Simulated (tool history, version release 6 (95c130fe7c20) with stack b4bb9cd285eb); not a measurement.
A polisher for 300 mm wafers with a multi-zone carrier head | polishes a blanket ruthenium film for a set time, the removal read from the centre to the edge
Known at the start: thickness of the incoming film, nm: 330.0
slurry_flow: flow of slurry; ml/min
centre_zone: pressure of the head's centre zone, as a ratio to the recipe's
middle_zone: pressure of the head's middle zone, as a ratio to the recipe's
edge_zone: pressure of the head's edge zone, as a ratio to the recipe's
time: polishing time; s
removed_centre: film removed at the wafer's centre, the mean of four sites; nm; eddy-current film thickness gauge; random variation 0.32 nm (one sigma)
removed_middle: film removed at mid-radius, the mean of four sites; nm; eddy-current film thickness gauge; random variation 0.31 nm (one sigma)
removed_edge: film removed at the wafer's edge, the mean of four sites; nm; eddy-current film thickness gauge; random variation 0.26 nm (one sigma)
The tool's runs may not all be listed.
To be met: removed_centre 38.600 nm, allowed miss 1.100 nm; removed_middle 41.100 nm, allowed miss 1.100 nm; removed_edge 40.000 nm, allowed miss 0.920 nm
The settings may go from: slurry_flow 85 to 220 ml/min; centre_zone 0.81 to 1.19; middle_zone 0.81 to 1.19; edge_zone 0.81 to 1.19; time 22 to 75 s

{"run": 1, "day": 0.0, "slurry_flow": 140, "centre_zone": 1.0, "middle_zone": 1.0, "edge_zone": 1.0, "time": 48, "removed_centre": 66.828, "removed_middle": 66.866, "removed_edge": 65.461}
{"run": 2, "day": 0.054, "slurry_flow": 130, "centre_zone": 1.0, "middle_zone": 1.0, "edge_zone": 1.0, "time": 48, "removed_centre": 66.948, "removed_middle": 66.358, "removed_edge": 65.452}
{"run": 3, "day": 0.171, "slurry_flow": 130, "centre_zone": 1.0, "middle_zone": 0.91, "edge_zone": 1.0, "time": 48, "removed_centre": 67.39, "removed_middle": 61.108, "removed_edge": 65.592}
{"run": 4, "day": 0.346, "slurry_flow": 145, "centre_zone": 1.0, "middle_zone": 0.91, "edge_zone": 1.0, "time": 48, "removed_centre": 67.628, "removed_middle": 62.162, "removed_edge": 66.925}
{"run": 5, "day": 0.638, "slurry_flow": 145, "centre_zone": 0.93, "middle_zone": 0.91, "edge_zone": 1.0, "time": 48, "removed_centre": 63.301, "removed_middle": 62.266, "removed_edge": 66.631}
{"run": 6, "day": 0.754, "slurry_flow": 145, "centre_zone": 0.9, "middle_zone": 0.91, "edge_zone": 1.0, "time": 48, "removed_centre": 61.339, "removed_middle": 63.026, "removed_edge": 67.074}
{"run": 7, "day": 1.054, "slurry_flow": 145, "centre_zone": 0.9, "middle_zone": 0.91, "edge_zone": 1.0, "time": 48, "removed_centre": 60.786, "removed_middle": 62.279, "removed_edge": 67.094}
{"run": 8, "day": 1.379, "slurry_flow": 145, "centre_zone": 0.9, "middle_zone": 0.91, "edge_zone": 1.0, "time": 48, "removed_centre": 61.299, "removed_middle": 62.749, "removed_edge": 67.325}
{"run": 9, "day": 1.429, "slurry_flow": 135, "centre_zone": 0.89, "middle_zone": 0.92, "edge_zone": 0.95, "time": 43, "removed_centre": 53.736, "removed_middle": 56.315, "removed_edge": 58.256}

Which of these 5 next moves meets every target?
{"run": "A", "day": 1.479, "slurry_flow": 125, "centre_zone": 0.86, "middle_zone": 0.97, "edge_zone": 0.98, "time": 31, "removed_centre": "?", "removed_middle": "?", "removed_edge": "?"}
{"run": "B", "day": 1.479, "slurry_flow": 145, "centre_zone": 0.91, "middle_zone": 0.97, "edge_zone": 0.91, "time": 30, "removed_centre": "?", "removed_middle": "?", "removed_edge": "?"}
{"run": "C", "day": 1.479, "slurry_flow": 125, "centre_zone": 0.88, "middle_zone": 0.93, "edge_zone": 0.93, "time": 32, "removed_centre": "?", "removed_middle": "?", "removed_edge": "?"}
{"run": "D", "day": 1.479, "slurry_flow": 135, "centre_zone": 0.92, "middle_zone": 0.91, "edge_zone": 0.93, "time": 30, "removed_centre": "?", "removed_middle": "?", "removed_edge": "?"}
{"run": "E", "day": 1.479, "slurry_flow": 110, "centre_zone": 0.92, "middle_zone": 0.92, "edge_zone": 1.01, "time": 32, "removed_centre": "?", "removed_middle": "?", "removed_edge": "?"}

move=A removed_centre=36.278 removed_middle=41.255 removed_edge=42.285
move=B removed_centre=38.661 removed_middle=41.324 removed_edge=40.501
move=C removed_centre=38.316 removed_middle=41.109 removed_edge=42.606
move=D removed_centre=38.373 removed_middle=38.554 removed_edge=40.482
move=E removed_centre=38.491 removed_middle=39.326 removed_edge=43.257
A: nearer than the last run, and not there yet
B: meets every target
C: nearer than the last run, and not there yet
D: brings the result that was furthest off to its target, and leaves another outside
E: nearer than the last run, and not there yet
Move B is the one to make.
